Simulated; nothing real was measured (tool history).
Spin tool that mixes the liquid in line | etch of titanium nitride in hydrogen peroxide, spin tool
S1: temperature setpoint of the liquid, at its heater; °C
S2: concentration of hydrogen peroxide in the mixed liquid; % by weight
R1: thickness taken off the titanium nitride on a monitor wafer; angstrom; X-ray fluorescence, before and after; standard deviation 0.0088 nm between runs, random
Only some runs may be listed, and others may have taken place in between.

run 1 hour=0.0 | S1=44.0 S2=15 time_under_the_liquid_(s)=90 | R1=41.486
run 2 hour=0.5 | S1=44.0 S2=15 time_under_the_liquid_(s)=90 | R1=41.617
run 3 hour=8.8 | S1=50.5 S2=15 time_under_the_liquid_(s)=90 | R1=67.100
run 4 hour=14.6 | S1=49.0 S2=15 time_under_the_liquid_(s)=90 | R1=60.087
run 5 hour=23.0 | S1=49.0 S2=15 time_under_the_liquid_(s)=70 | R1=46.597
run 6 hour=28.9 | S1=48.0 S2=15 time_under_the_liquid_(s)=70 | R1=43.447
run 7 hour=37.4 | S1=47.0 S2=15 time_under_the_liquid_(s)=70 | R1=40.214
run 8 hour=38.0 | S1=46.5 S2=15 time_under_the_liquid_(s)=70 | R1=38.810
run 9 hour=41.8 | S1=46.5 S2=15 time_under_the_liquid_(s)=70 | R1=39.160
run 10 hour=49.8 | S1=46.0 S2=15 time_under_the_liquid_(s)=70 | R1=37.553
run 11 hour=52.2 | S1=45.5 S2=15 time_under_the_liquid_(s)=70 | R1=36.074
run 12 hour=53.8 | S1=45.0 S2=15 time_under_the_liquid_(s)=70 | R1=34.773
run 13 hour=59.1 | S1=45.0 S2=15 time_under_the_liquid_(s)=70 | R1=34.996

The next listed run, before its measurement:
run 14 hour=63.1 | S1=44.5 S2=15 time_under_the_liquid_(s)=70 | R1=?

{"run 14": {"R1": 33.678}}
